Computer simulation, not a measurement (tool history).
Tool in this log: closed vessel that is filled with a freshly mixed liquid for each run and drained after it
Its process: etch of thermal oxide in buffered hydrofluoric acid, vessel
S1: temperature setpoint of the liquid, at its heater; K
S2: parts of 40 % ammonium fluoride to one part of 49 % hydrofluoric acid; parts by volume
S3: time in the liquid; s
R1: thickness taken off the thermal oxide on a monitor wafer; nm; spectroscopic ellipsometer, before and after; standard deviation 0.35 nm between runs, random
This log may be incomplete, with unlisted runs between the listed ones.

run,hour,S1,S2,S3,R1
1,0,295.15,19,90,55.209
2,7,296.15,19,90,58.096
3,15.5,294.15,19,90,52.42
4,19.3,295.65,19,90,56.912
5,24.1,296.65,19,90,60.008
6,28.8,297.15,19,90,61.786

Run 7, settings as shown, results not yet in. Your forecast:
# hour 31.8: hydrofluoric acid flow meter replaced
7,31.8,297.65,19,90,?

R1: 57.566 nm
